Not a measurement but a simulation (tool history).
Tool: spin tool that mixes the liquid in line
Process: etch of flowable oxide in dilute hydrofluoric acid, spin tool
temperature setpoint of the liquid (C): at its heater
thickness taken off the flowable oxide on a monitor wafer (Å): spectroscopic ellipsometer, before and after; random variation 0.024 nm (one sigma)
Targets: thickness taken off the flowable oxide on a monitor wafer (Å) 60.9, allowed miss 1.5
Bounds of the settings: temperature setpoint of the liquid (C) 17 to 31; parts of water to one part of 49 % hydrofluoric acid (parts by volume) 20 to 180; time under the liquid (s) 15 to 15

run	hour	temperature setpoint of the liquid (C)	parts of water to one part of 49 % hydrofluoric acid (parts by volume)	time under the liquid (s)	thickness taken off the flowable oxide on a monitor wafer (Å)
1	0	23	100	15	42.752
2	7.7	23	100	15	42.959
3	13.4	23	100	15	42.439
4	14.1	24	100	15	44.742
5	16.4	25	100	15	46.11
6	20.4	22	100	15	41.098
7	22.2	23	100	15	42.737
8	30.5	24	100	15	44.741
9	35.2	25	100	15	46.502
10	37.3	25.5	100	15	47.292
11	45.5	26	100	15	48.135
12	49.9	26.5	100	15	49.037
13	53.6	27	100	15	49.964
14	54.6	27.5	100	15	51.175

4 next moves are on the table. One of them brings every result within its allowed miss. Which?
A	55.6	29	85	15	?
B	55.6	27.5	80	15	?
C	55.6	27.5	90	15	?
D	55.6	27.5	85	15	?

move	thickness taken off the flowable oxide on a monitor wafer (Å)
A	64.901
B	65.528
C	57.456
D	61.251
A: takes the result that was furthest off past its target
B: takes the result that was furthest off past its target
C: nearer than the last run, and not there yet
D: meets every target
The right move is D.
